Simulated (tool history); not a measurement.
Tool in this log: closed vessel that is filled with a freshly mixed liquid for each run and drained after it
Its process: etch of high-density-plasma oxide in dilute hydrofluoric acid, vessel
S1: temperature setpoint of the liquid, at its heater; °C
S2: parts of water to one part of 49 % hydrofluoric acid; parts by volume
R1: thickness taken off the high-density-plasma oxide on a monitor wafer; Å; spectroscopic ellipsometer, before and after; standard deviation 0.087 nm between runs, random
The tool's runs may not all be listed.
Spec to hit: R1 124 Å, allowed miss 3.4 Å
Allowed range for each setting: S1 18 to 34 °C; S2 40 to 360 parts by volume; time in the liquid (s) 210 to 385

run 1 hour=0 | S1=26 S2=200 time_in_the_liquid_(s)=385 | R1=98.666
run 2 hour=2.8 | S1=29 S2=200 time_in_the_liquid_(s)=385 | R1=108.79
run 3 hour=6.3 | S1=29 S2=145 time_in_the_liquid_(s)=385 | R1=161.85
run 4 hour=12.2 | S1=28.5 S2=145 time_in_the_liquid_(s)=385 | R1=158.46
run 5 hour=15 | S1=31 S2=145 time_in_the_liquid_(s)=385 | R1=171.68
run 6 hour=17.3 | S1=30 S2=145 time_in_the_liquid_(s)=385 | R1=167.77
run 7 hour=19.8 | S1=29 S2=145 time_in_the_liquid_(s)=385 | R1=162.18
run 8 hour=23.3 | S1=28.5 S2=145 time_in_the_liquid_(s)=385 | R1=157.67
run 9 hour=26.9 | S1=24.5 S2=150 time_in_the_liquid_(s)=385 | R1=131.81

5 next moves are on the table. One of them brings every result within its allowed miss. Which?
run A hour=30.5 | S1=26.5 S2=150 time_in_the_liquid_(s)=385 | R1=?
run B hour=30.5 | S1=24.5 S2=170 time_in_the_liquid_(s)=385 | R1=?
run C hour=30.5 | S1=25.5 S2=175 time_in_the_liquid_(s)=385 | R1=?
run D hour=30.5 | S1=20 S2=135 time_in_the_liquid_(s)=385 | R1=?
run E hour=30.5 | S1=23.5 S2=95 time_in_the_liquid_(s)=210 | R1=?

move=A R1=142.3
move=B R1=113.82
move=C R1=114.11
move=D R1=125.04
move=E R1=116.7
A: moves away from the targets compared with the last run
B: takes the biggest miss from the last run beyond its target
C: takes the biggest miss from the last run beyond its target
D: every result lands within tolerance
E: takes the biggest miss from the last run beyond its target
So the answer is move D, the one that meets all the targets.
